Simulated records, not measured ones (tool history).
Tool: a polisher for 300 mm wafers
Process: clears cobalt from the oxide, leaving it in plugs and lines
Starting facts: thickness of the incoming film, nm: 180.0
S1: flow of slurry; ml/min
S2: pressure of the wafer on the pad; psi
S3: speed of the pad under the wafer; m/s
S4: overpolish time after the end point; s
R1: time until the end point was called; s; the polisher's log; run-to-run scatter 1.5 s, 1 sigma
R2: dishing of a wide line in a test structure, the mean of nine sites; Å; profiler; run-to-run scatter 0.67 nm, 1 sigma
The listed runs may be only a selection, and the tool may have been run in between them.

| run | hour | S1 | S2 | S3 | S4 | R1 | R2 |
|---|---|---|---|---|---|---|---|
| 1 | 0 | 285 | 1.4 | 1.26 | 28 | 49.162 | 526.89 |
| 2 | 1.6 | 285 | 1.2 | 1.24 | 33 | 55.485 | 527.25 |
| 3 | 8.4 | 285 | 1.2 | 1.04 | 33 | 65.146 | 498.41 |
| 4 | 9 | 315 | 1.2 | 1.04 | 33 | 64.729 | 503.18 |
| 5 | 16.2 | 315 | 1.2 | 0.9 | 33 | 75.137 | 471.38 |
| 6 | 18.3 | 265 | 1.2 | 0.9 | 33 | 76.906 | 478.61 |

Estimate the outcome of run 7 from the log above:
| 7 | 25.3 | 260 | 1.2 | 0.9 | 37 | ? | ? |

R1: 78.263 s
R2: 492.04 Å

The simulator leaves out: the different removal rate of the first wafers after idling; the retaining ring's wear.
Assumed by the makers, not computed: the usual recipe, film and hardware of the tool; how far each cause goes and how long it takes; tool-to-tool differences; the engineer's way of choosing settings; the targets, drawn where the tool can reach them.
